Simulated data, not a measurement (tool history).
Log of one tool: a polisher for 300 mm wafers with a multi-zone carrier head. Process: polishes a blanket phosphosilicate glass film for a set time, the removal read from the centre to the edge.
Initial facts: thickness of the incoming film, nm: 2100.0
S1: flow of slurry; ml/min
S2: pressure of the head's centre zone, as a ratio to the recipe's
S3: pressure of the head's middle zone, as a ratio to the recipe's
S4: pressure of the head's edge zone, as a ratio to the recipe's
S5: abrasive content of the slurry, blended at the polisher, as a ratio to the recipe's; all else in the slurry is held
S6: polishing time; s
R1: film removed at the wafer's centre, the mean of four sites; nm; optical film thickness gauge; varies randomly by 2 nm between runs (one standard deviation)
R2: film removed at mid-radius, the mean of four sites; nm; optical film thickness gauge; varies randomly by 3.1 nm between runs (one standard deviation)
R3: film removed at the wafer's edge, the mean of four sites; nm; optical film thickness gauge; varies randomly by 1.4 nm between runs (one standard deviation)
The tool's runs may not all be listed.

run	day	S1	S2	S3	S4	S5	S6	R1	R2	R3
1	0	220	1	1	1	1	41	406.46	355.61	358.68
2	0.362	220	1	1.03	1	1	41	402.89	357.76	357.58
3	0.642	220	1	1.08	1	1	41	400.08	371.78	361.79
4	0.754	220	1	1.08	1	1	33	328.01	303.41	289.1
5	0.879	205	0.95	1.11	1.01	0.85	32	275.57	274.88	258.88
6	1.25	190	0.91	1.13	1.03	0.75	32	245.95	257.37	247.8
7	1.438	180	0.88	1.15	1.02	0.7	32	228.7	250.05	233.38

Run 8 comes next. What will it give?
8	1.804	175	0.86	1.16	1.03	0.65	32	?	?	?

{"run 8": {"R1": 212.36, "R2": 250.24, "R3": 229.34}}
